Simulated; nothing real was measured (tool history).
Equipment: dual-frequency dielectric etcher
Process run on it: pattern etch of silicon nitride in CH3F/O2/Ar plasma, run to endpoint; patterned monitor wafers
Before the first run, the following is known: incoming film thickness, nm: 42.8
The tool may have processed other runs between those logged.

run,hour,source power (W),bias power (W),endpoint time (s)
1,0,400,82,58.073
2,7,430,86,55.821
3,9.8,480,86,52.092
4,17.7,480,72,56.468
5,25.6,540,72,54.916
6,27.6,540,64,57.349
7,32.7,540,70,54.55
8,38,540,70,55.612
9,39.5,540,75,53.822
10,40.6,540,79,52.29
11,42.1,540,82,50.748
12,51,540,83,51.238

Forecast run 13:
# hour 53.9: wet clean of the chamber
13,53.9,540,85,?

{"run 13": {"endpoint time (s)": 49.77}}
